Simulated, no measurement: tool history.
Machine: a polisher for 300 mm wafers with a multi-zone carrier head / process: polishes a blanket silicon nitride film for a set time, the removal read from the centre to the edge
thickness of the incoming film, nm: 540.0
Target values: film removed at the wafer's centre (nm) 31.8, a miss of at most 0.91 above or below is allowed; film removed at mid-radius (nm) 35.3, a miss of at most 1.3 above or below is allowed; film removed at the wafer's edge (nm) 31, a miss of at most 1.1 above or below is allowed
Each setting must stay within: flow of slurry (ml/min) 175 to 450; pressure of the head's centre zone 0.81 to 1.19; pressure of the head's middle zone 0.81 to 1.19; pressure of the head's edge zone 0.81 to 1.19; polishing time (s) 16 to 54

run,hour,flow of slurry (ml/min),pressure of the head's centre zone,pressure of the head's middle zone,pressure of the head's edge zone,polishing time (s),film removed at the wafer's centre (nm),film removed at mid-radius (nm),film removed at the wafer's edge (nm)
1,0,290,1,1,1,35,47.249,46.995,46.74
2,1.6,290,0.99,1.01,0.98,34,45.242,45.44,45.752
3,3.4,290,0.99,1.01,1.05,34,45.312,45.747,46.463
4,4.5,290,0.99,1.01,1.11,34,45.417,45.422,48.264
5,13.1,290,0.99,1.02,1.08,33,44.422,44.536,46.292
6,13.8,290,0.99,1.03,1.05,32,42.839,43.38,44.307
7,19.4,290,0.99,1.04,1.03,31,40.488,42.174,42.473
8,27.8,290,1,1.05,1.01,30,40.28,41.689,40.263
9,35.8,275,0.9,1.02,0.91,24,29.008,32.926,30.774
10,43,280,0.91,1.03,0.91,24,28.926,32.193,31.362
11,45.1,275,0.92,1.05,0.9,24,29.451,33.335,30.514
12,53.1,280,0.93,1.06,0.9,24,29.978,33.256,30.711
13,60.7,280,0.93,1.07,0.9,24,29.839,34.065,31.053

Of the 4 settings listed for the next run, only one would bring every result within its allowed miss of target. Which one?
A,68.3,360,0.93,1.04,0.81,25,?,?,?
B,68.3,185,0.93,1.19,0.97,24,?,?,?
C,68.3,300,0.99,1.03,0.92,24,?,?,?
D,68.3,265,0.85,1.1,0.94,24,?,?,?

move,film removed at the wafer's centre (nm),film removed at mid-radius (nm),film removed at the wafer's edge (nm)
A,31.777,34.792,30.744
B,27.715,34.359,29.932
C,31.868,32.54,30.829
D,26.914,33.955,30.774
A: all results land within tolerance of their targets
B: moves away from the targets compared with the last run
C: brings the last run's worst result on target, with another outside its allowed miss
D: moves away from the targets compared with the last run
A meets every target.
